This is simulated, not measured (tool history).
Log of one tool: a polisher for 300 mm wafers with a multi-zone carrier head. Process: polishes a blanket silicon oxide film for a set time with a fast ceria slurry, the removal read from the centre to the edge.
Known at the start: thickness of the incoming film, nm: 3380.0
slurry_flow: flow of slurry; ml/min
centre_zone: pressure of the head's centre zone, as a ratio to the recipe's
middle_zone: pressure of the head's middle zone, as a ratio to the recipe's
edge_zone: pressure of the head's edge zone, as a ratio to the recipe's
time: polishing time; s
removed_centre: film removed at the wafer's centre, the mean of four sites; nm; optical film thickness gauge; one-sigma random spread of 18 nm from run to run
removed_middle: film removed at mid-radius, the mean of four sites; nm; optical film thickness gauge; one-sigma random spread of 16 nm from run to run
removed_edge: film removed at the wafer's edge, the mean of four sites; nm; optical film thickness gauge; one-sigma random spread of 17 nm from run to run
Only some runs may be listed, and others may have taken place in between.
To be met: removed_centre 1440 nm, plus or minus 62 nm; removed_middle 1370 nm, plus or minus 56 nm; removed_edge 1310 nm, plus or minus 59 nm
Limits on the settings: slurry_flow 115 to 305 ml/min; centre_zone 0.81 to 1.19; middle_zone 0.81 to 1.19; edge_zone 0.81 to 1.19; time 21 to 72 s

run	hour	slurry_flow	centre_zone	middle_zone	edge_zone	time	removed_centre	removed_middle	removed_edge
1	0	195	1	1	1	46	1053.6	921.61	994.13
2	7.8	200	1.01	1.03	1.01	48	1089.2	1009.6	1058.9
3	16.1	200	1.01	1.07	1.01	48	1082.2	1047.3	1078.7
4	19.7	210	1.04	1.09	1.01	49	1126.5	1099.5	1118
5	26.8	210	0.97	1.09	1.01	49	1088.9	1094.8	1093.2
6	34.3	210	0.97	1.12	1.01	49	1085.6	1098.2	1122.4
7	37.7	265	1.07	1.19	0.91	57	1428.5	1421.9	1249.6
8	41.6	265	1.07	1.18	0.92	57	1433.8	1401.7	1251.7

Consider the 5 candidate settings below. Which is the only one whose results all fall within their allowed miss of target?
A	45.5	295	1.06	1.12	0.97	57	?	?	?
B	45.5	305	1.1	1.19	0.81	57	?	?	?
C	45.5	280	1.1	1.19	0.86	55	?	?	?
D	45.5	290	1.05	1.19	0.84	57	?	?	?
E	45.5	300	1.13	1.19	0.84	55	?	?	?

move	removed_centre	removed_middle	removed_edge
A	1444.8	1355.8	1256.4
B	1494.4	1431.4	1159.3
C	1428	1369	1140.9
D	1431.8	1424.4	1173.4
E	1470.9	1378.7	1135.2
A: hits every target within its allowed miss
B: misses by more than the last run did
C: misses by more than the last run did
D: misses by more than the last run did
E: misses by more than the last run did
A meets every target.

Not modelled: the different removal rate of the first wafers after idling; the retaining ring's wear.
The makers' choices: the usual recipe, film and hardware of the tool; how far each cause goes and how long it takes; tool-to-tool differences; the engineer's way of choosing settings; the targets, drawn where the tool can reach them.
